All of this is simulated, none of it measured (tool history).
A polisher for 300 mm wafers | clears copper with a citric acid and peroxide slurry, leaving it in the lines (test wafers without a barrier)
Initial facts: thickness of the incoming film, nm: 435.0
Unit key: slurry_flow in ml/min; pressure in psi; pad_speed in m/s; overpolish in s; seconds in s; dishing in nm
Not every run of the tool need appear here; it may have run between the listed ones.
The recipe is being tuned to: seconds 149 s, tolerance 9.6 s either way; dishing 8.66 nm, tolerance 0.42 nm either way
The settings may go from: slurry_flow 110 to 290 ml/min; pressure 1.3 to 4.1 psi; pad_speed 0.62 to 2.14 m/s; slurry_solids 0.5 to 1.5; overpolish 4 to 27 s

| run | day | slurry_flow | pressure | pad_speed | slurry_solids | overpolish | seconds | dishing |
|---|---|---|---|---|---|---|---|---|
| 1 | 0 | 185 | 2.7 | 1.38 | 1 | 14 | 198.04 | 21.49 |
| 2 | 0.071 | 185 | 2.2 | 1.38 | 1 | 14 | 217.44 | 19.332 |
| 3 | 0.371 | 185 | 2.1 | 1.44 | 1 | 13 | 219.08 | 17.857 |
| 4 | 0.55 | 145 | 2.1 | 1.44 | 1 | 13 | 228.14 | 17.217 |
| 5 | 0.792 | 145 | 1.6 | 1.44 | 1 | 13 | 263.59 | 15.199 |
| 6 | 1.129 | 140 | 1.6 | 1.5 | 0.95 | 12 | 264.71 | 13.604 |
| 7 | 1.383 | 140 | 1.7 | 1.58 | 0.9 | 11 | 243.05 | 13.744 |
| 8 | 1.454 | 140 | 1.7 | 1.66 | 0.85 | 10 | 231.01 | 13.172 |
| 9 | 1.679 | 140 | 1.7 | 1.72 | 0.8 | 9 | 222.11 | 12.173 |
| 10 | 2.05 | 180 | 1.6 | 2.1 | 0.55 | 4 | 221.4 | 6.2345 |
| 11 | 2.162 | 180 | 1.7 | 2.1 | 0.55 | 4 | 203.6 | 6.2743 |
| 12 | 2.312 | 175 | 1.8 | 2.1 | 0.55 | 4 | 197.46 | 6.5556 |
| 13 | 2.575 | 170 | 1.9 | 2.1 | 0.55 | 4 | 191.46 | 6.7002 |
| 14 | 2.833 | 170 | 1.9 | 2.1 | 0.55 | 4 | 194.82 | 6.84 |
| 15 | 2.942 | 170 | 2 | 2.1 | 0.55 | 4 | 187.61 | 6.8737 |
| 16 | 3.2 | 175 | 2.7 | 2.14 | 0.55 | 5 | 150.13 | 10.844 |
| 17 | 3.533 | 190 | 2.7 | 2.14 | 0.55 | 5 | 149.28 | 10.651 |
| 18 | 3.688 | 200 | 2.7 | 2.14 | 0.55 | 5 | 146.46 | 10.89 |
| 19 | 4.021 | 210 | 2.7 | 2.14 | 0.55 | 5 | 146.93 | 10.844 |
| 20 | 4.171 | 220 | 2.7 | 2.14 | 0.55 | 5 | 146.79 | 10.963 |
| 21 | 4.45 | 210 | 2.7 | 2.14 | 0.55 | 5 | 148.61 | 11.1 |
| 22 | 4.667 | 195 | 2.7 | 2.14 | 0.55 | 5 | 147.35 | 11.078 |
| 23 | 4.779 | 205 | 2.7 | 2.14 | 0.55 | 5 | 152.02 | 10.895 |
|  | 5 | head pressure recalibrated |
| 24 | 5 | 190 | 2.7 | 2.14 | 0.55 | 5 | 142.53 | 11.513 |
| 25 | 5.125 | 185 | 2.7 | 2.14 | 0.55 | 5 | 140.87 | 11.359 |
| 26 | 5.371 | 175 | 2.6 | 2.14 | 0.55 | 5 | 148.99 | 10.565 |

Consider the 4 candidate settings below. Which is the only one whose results all fall within their allowed miss of target?
| A | 5.617 | 195 | 2.2 | 2.14 | 0.75 | 4 | ? | ? |
| B | 5.617 | 215 | 2.9 | 1.72 | 0.6 | 7 | ? | ? |
| C | 5.617 | 220 | 2.7 | 2 | 0.55 | 7 | ? | ? |
| D | 5.617 | 180 | 2.8 | 2 | 0.55 | 6 | ? | ? |

| move | seconds | dishing |
|---|---|---|
| A | 149.05 | 8.6442 |
| B | 159.44 | 13.81 |
| C | 148 | 14.774 |
| D | 147.18 | 12.878 |
A: each result inside its tolerance
B: misses by more than the last run did
C: misses by more than the last run did
D: misses by more than the last run did
Go with A: it meets all targets.
